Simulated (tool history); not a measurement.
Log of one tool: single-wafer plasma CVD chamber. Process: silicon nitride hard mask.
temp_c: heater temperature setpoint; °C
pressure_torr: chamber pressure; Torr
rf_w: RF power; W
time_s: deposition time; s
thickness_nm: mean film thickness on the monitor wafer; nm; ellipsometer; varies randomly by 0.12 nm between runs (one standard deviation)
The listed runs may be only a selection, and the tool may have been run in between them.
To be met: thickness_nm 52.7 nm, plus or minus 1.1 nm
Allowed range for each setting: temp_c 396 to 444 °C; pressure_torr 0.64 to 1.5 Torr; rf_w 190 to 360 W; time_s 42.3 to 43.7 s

run,hour,temp_c,pressure_torr,rf_w,time_s,thickness_nm
1,0,420,1.07,275,42.3,42.345
2,3.8,420,0.9,275,42.3,40.192
3,10.8,420,0.96,280,42.4,41.55
4,18.7,420,1.02,285,42.4,42.98
5,24,420,1.07,290,42.4,43.895
6,24.8,420,1.12,295,42.4,45.009
7,31.4,420,1.16,300,42.4,45.893
8,39.5,420,1.19,305,42.4,46.874

4 candidate next runs follow, results not yet known. Just one meets every target within its allowed miss. Identify it.
A,47.6,423,1.3,335,43.5,?
B,47.6,419,1.11,245,42.3,?
C,47.6,423,1.28,310,43.7,?
D,47.6,427,1.05,265,42.3,?

move,thickness_nm
A,52.337
B,39.423
C,49.764
D,40.868
A: every result lands within tolerance
B: moves away from the targets compared with the last run
C: closes in on the targets versus the last run, not all within tolerance yet
D: moves away from the targets compared with the last run
Go with A: it meets all targets.

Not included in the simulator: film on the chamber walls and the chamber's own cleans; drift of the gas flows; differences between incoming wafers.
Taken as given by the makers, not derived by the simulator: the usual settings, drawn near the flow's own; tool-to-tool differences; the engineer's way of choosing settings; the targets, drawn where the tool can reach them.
